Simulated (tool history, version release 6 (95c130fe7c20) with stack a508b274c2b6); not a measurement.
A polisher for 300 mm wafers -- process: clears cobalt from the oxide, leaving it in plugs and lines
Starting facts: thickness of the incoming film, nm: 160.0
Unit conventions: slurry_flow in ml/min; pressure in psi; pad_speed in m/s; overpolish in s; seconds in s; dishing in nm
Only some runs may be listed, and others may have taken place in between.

Run 1, day 0: slurry_flow 305 ml/min, pressure 1.4 psi, pad_speed 1.2 m/s, overpolish 10 s. Result: seconds 35.651 s, dishing 30.107 nm.
Run 2, day 0.292: slurry_flow 305 ml/min, pressure 1.4 psi, pad_speed 0.94 m/s, overpolish 10 s. Result: seconds 42.636 s, dishing 26.331 nm.
Run 3, day 0.612: slurry_flow 305 ml/min, pressure 1.3 psi, pad_speed 0.92 m/s, overpolish 9 s. Result: seconds 47.091 s, dishing 22.939 nm.
Run 4, day 0.971: slurry_flow 305 ml/min, pressure 1.2 psi, pad_speed 0.9 m/s, overpolish 8 s. Result: seconds 53.417 s, dishing 19.221 nm.
Run 5, day 1.188: slurry_flow 305 ml/min, pressure 1.2 psi, pad_speed 0.9 m/s, overpolish 6 s. Result: seconds 52.222 s, dishing 15.138 nm.
Run 6, day 1.417: slurry_flow 375 ml/min, pressure 1.2 psi, pad_speed 0.9 m/s, overpolish 6 s. Result: seconds 50.151 s, dishing 15.266 nm.
Run 7, day 1.688: slurry_flow 370 ml/min, pressure 1.1 psi, pad_speed 0.9 m/s, overpolish 6 s. Result: seconds 56.823 s, dishing 14.958 nm.

Forecast run 8:
Run 8, day 1.967: slurry_flow 370 ml/min, pressure 1 psi, pad_speed 0.9 m/s, overpolish 6 s. Result: seconds ?, dishing ?.

{"run 8": {"seconds": 60.887, "dishing": 13.825}}
